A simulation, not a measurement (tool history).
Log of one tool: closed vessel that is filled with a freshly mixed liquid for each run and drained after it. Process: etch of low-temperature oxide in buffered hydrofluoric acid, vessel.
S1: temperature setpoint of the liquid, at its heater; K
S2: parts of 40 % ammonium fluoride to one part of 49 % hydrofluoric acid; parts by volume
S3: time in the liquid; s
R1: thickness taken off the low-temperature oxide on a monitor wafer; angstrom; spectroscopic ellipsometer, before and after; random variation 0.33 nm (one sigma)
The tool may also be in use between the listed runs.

run	hour	S1	S2	S3	R1
1	0.0	294.15	21.5	35	634.33
2	7.5	297.65	21.5	35	767.58
3	13.8	297.65	21.5	30	663.04
4	21.4	298.65	19.5	30	748.67
5	30.0	299.65	18.0	30	828.51
6	31.2	302.15	18.0	30	945.90

Forecast run 7:
7	33.3	302.15	18.0	30	?

{"run 7": {"R1": 951.11}}
